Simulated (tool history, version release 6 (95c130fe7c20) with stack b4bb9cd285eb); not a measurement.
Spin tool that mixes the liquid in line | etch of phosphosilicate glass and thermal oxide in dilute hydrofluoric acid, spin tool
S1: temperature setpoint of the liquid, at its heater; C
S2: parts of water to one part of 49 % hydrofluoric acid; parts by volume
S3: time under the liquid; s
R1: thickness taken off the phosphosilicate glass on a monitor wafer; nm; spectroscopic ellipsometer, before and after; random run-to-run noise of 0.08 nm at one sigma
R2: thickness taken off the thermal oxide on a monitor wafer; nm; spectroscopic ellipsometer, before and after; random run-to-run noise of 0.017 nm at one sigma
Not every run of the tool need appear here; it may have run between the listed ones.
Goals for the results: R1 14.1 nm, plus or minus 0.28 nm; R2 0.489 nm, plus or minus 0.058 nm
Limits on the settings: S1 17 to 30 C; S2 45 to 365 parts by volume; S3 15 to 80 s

run 1 hour=0 | S1=22 S2=205 S3=40 | R1=22.569 R2=0.80011
run 2 hour=3.1 | S1=22 S2=270 S3=40 | R1=16.168 R2=0.56809
run 3 hour=6.8 | S1=22 S2=270 S3=55 | R1=22.4 R2=0.77815
run 4 hour=14.4 | S1=18.5 S2=270 S3=55 | R1=19.415 R2=0.67031
run 5 hour=16 | S1=18.5 S2=210 S3=55 | R1=26.304 R2=0.90136
run 6 hour=19.1 | S1=18 S2=240 S3=55 | R1=22.068 R2=0.79643
run 7 hour=20.2 | S1=18 S2=260 S3=55 | R1=20.181 R2=0.72692
run 8 hour=21 | S1=18 S2=275 S3=55 | R1=18.59 R2=0.63381
run 9 hour=25.7 | S1=18 S2=285 S3=55 | R1=17.975 R2=0.63389
run 10 hour=34.3 | S1=18 S2=295 S3=55 | R1=17.073 R2=0.60344
run 11 hour=39.6 | S1=18 S2=305 S3=55 | R1=16.431 R2=0.55793
run 12 hour=44.4 | S1=17.5 S2=310 S3=55 | R1=15.741 R2=0.57333
run 13 hour=52.7 | S1=17.5 S2=315 S3=55 | R1=15.444 R2=0.54584
run 14 hour=61.4 | S1=17.5 S2=320 S3=55 | R1=15.279 R2=0.54959
run 15 hour=65.4 | S1=17.5 S2=325 S3=55 | R1=14.984 R2=0.49241

Exactly one of the 4 candidate moves below puts every result within its allowed miss. Which one?
run A hour=69.4 | S1=18 S2=325 S3=60 | R1=? R2=?
run B hour=69.4 | S1=17 S2=320 S3=50 | R1=? R2=?
run C hour=69.4 | S1=19 S2=330 S3=50 | R1=? R2=?
run D hour=69.4 | S1=17.5 S2=290 S3=50 | R1=? R2=?

move=A R1=16.464 R2=0.55741
move=B R1=13.481 R2=0.45642
move=C R1=13.958 R2=0.47256
move=D R1=15.544 R2=0.52625
A: misses by more than the last run did
B: the result that was furthest off in the last run now lies on the other side of its target
C: all results land within tolerance of their targets
D: misses by more than the last run did
C is the move that brings every result within its allowed miss.
